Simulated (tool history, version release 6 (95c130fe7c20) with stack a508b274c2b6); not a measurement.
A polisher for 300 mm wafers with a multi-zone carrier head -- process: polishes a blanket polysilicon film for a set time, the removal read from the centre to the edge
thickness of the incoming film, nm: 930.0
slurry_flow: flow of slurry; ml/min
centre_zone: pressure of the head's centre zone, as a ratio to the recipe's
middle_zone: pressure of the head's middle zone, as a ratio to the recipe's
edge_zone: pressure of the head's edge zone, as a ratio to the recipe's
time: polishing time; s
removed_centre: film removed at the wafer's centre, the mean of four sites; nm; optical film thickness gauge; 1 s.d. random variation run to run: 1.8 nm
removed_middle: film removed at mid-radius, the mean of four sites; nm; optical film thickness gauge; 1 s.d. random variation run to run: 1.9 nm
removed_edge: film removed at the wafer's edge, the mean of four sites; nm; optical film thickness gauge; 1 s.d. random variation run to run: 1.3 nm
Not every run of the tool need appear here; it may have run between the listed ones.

run,hour,slurry_flow,centre_zone,middle_zone,edge_zone,time,removed_centre,removed_middle,removed_edge
1,0.0,150,1.00,1.00,1.00,55,261.52,272.62,267.63
2,1.8,150,1.00,1.00,1.04,55,267.16,265.86,271.82
3,4.4,150,0.95,1.00,1.04,55,256.47,272.26,266.30
4,6.9,150,0.98,1.00,1.04,55,263.37,266.75,272.71
5,8.3,145,0.96,0.99,1.03,52,237.28,246.18,256.08
6,13.1,140,0.96,1.00,1.01,49,223.54,240.30,236.24
7,14.4,135,0.95,0.99,1.00,46,207.62,224.44,214.77
8,18.5,95,0.85,0.93,1.08,31,117.01,128.04,144.58
9,19.9,95,0.85,0.94,1.07,31,115.31,130.96,147.07
10,20.5,135,0.94,1.04,0.97,28,125.90,139.05,131.54
11,23.6,135,0.93,1.04,0.98,28,125.19,139.71,132.13
12,26.2,135,0.92,1.04,0.99,28,121.01,141.69,132.14
13,31.8,135,0.92,1.04,1.00,28,124.07,137.12,131.95
14,38.1,135,0.92,1.04,1.00,28,122.16,134.97,132.46
15,44.6,135,0.91,1.04,1.00,28,123.09,141.82,133.67
16,47.6,135,0.91,1.04,1.00,28,126.17,136.81,132.51
17,49.6,130,0.91,1.03,0.99,28,120.69,135.61,133.69
18,54.2,130,0.90,1.03,0.99,28,117.44,133.53,133.36
19,57.2,130,0.90,1.04,0.99,28,121.17,138.22,132.12

Run 20, settings as shown, results not yet in. Your forecast:
20,58.2,130,0.89,1.04,0.99,28,?,?,?

Logged for run 20: removed_centre 119.15 nm, removed_middle 135.81 nm, removed_edge 132.19 nm.

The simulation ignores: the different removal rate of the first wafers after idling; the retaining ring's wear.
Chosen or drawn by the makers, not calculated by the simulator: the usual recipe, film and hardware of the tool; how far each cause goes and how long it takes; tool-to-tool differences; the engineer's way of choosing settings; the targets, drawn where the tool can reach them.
